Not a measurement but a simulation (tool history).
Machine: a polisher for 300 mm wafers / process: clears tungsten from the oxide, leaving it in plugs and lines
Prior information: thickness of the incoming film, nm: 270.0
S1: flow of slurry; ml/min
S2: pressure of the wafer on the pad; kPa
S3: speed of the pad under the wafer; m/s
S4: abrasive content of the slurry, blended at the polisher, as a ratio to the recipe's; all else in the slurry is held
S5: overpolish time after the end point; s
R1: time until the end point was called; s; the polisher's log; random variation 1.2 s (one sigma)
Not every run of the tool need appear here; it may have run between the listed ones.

run,hour,S1,S2,S3,S4,S5,R1
1,0,255,17.9,1.14,1,38,72.093
2,5.5,255,20,1.14,1,38,65.615
3,14.4,255,17.9,1.12,1,38,72.875
4,20.3,255,20,1.12,1,38,68.533
5,22.1,255,20,1.12,1,38,68.409
6,29,255,17.9,1.12,1,38,72.382
7,36.7,255,15.9,1.1,1,38,80.426
8,41.5,255,15.9,1.1,1,38,78.583

Estimate the outcome of run 9 from the log above:
9,42.3,255,14.5,1.08,1,38,?

For run 9 the tool returned R1 85.8 s.

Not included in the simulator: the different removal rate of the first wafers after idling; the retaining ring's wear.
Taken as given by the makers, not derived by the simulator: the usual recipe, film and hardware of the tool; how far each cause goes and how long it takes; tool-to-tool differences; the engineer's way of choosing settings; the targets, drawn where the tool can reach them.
